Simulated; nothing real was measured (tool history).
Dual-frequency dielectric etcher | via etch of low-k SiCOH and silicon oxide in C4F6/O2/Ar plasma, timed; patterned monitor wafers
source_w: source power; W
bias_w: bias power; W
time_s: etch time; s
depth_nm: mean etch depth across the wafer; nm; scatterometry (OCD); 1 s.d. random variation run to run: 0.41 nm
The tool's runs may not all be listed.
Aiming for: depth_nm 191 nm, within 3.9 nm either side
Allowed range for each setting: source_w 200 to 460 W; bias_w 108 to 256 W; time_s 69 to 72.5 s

Run 1, hour 0: source_w 330 W, bias_w 182 W, time_s 69 s. Result: depth_nm 168.33 nm.
Run 2, hour 8.9: source_w 330 W, bias_w 165 W, time_s 69 s. Result: depth_nm 164.06 nm.
Run 3, hour 13.8: source_w 350 W, bias_w 168 W, time_s 69 s. Result: depth_nm 169.98 nm.
Run 4, hour 15.4: source_w 350 W, bias_w 168 W, time_s 69 s. Result: depth_nm 170.13 nm.
Run 5, hour 22.2: source_w 360 W, bias_w 169 W, time_s 69 s. Result: depth_nm 172.97 nm.
Run 6, hour 28.8: source_w 370 W, bias_w 170 W, time_s 69 s. Result: depth_nm 175.45 nm.
Run 7, hour 37.7: source_w 380 W, bias_w 171 W, time_s 69 s. Result: depth_nm 178.86 nm.
Run 8, hour 41.4: source_w 390 W, bias_w 172 W, time_s 69 s. Result: depth_nm 181.37 nm.
Run 9, hour 44.4: source_w 400 W, bias_w 173 W, time_s 69 s. Result: depth_nm 184.04 nm.
Run 10, hour 50: source_w 410 W, bias_w 175 W, time_s 69 s. Result: depth_nm 186.86 nm.

Pick the move, out of 4, that brings all results within their allowed miss; only one does.
Run A, hour 55.6: source_w 390 W, bias_w 176 W, time_s 69 s. Result: depth_nm ?.
Run B, hour 55.6: source_w 410 W, bias_w 169 W, time_s 69 s. Result: depth_nm ?.
Run C, hour 55.6: source_w 390 W, bias_w 177 W, time_s 72.5 s. Result: depth_nm ?.
Run D, hour 55.6: source_w 380 W, bias_w 185 W, time_s 69 s. Result: depth_nm ?.

move  depth_nm
   A    182.26
   B    184.94
   C     191.8
   D    182.29
A: lands further from the targets than the last run did
B: lands further from the targets than the last run did
C: each result inside its tolerance
D: lands further from the targets than the last run did
The right move is C.
